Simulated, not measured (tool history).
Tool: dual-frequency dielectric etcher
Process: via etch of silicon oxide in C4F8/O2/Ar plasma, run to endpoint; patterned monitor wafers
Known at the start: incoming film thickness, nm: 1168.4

| run | hour | source power (W) | bias power (W) | endpoint time (s) |
|---|---|---|---|---|
| 1 | 0.0 | 2260 | 1944 | 218.00 |
| 2 | 6.9 | 2260 | 2241 | 211.32 |
| 3 | 15.1 | 2090 | 2241 | 218.17 |
| 4 | 22.1 | 2180 | 2256 | 213.60 |
| 5 | 30.1 | 2240 | 2266 | 211.80 |
| 6 | 37.2 | 2240 | 1926 | 218.78 |

Forecast run 7:
| 7 | 45.6 | 2340 | 1944 | ? |

Run 7 gave endpoint time (s) 214.01.
